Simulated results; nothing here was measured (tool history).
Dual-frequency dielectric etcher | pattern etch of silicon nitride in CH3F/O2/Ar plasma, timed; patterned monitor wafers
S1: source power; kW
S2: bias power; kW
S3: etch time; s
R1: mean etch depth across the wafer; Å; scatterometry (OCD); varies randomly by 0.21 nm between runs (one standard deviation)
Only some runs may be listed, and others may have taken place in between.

run,hour,S1,S2,S3,R1
1,0,0.52,0.091,56,460.94
2,4.9,0.52,0.084,56,444.64
3,5.6,0.5,0.084,56,431.63
4,9.6,0.49,0.084,56,434.63
5,10.7,0.54,0.084,56,450.64
6,15.6,0.52,0.084,56,439.24

What does the tool deliver on the next run?
7,17,0.51,0.084,56,?

Run 7 came out at R1 437.26 Å.
